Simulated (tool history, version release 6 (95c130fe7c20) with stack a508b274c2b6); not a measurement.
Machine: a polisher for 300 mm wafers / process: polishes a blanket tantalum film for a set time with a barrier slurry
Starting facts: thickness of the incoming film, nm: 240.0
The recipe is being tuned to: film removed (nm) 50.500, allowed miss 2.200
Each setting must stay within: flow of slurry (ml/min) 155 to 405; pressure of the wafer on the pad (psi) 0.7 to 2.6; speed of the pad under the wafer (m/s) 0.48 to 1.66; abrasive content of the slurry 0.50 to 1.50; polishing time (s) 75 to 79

run    day  flow of slurry (ml/min)  pressure of the wafer on the pad (psi)  speed of the pad under the wafer (m/s)  abrasive content of the slurry  polishing time (s)  film removed (nm)
  1  0.000                      260                                     1.6                                    1.06                            1.00                  75            101.030
  2  0.071                      260                                     1.3                                    1.02                            1.00                  75             84.769
  3  0.200                      260                                     1.3                                    1.02                            1.00                  79             86.226
  4  0.242                      260                                     1.3                                    1.02                            1.10                  79             90.916
  5  0.271                      260                                     1.3                                    0.88                            1.10                  79             82.048
  6  0.421                      320                                     1.3                                    0.88                            1.10                  79             83.903
  7  0.679                      320                                     1.1                                    0.82                            1.10                  79             70.656
  8  0.867                      320                                     1.0                                    0.78                            1.10                  79             61.099
  9  1.129                      320                                     0.9                                    0.78                            1.10                  79             59.578

Pick the move, out of 4, that brings all results within their allowed miss; only one does.
  A  1.392                      335                                     1.0                                    0.80                            0.95                  79                  ?
  B  1.392                      290                                     1.2                                    0.78                            1.20                  79                  ?
  C  1.392                      350                                     1.1                                    0.50                            1.15                  75                  ?
  D  1.392                      325                                     0.8                                    0.68                            1.10                  75                  ?

move  film removed (nm)
   A             60.183
   B             74.314
   C             50.930
   D             45.972
A: lands further from the targets than the last run did
B: lands further from the targets than the last run did
C: in spec on every target
D: takes the biggest miss from the last run beyond its target
Move C is the one to make.
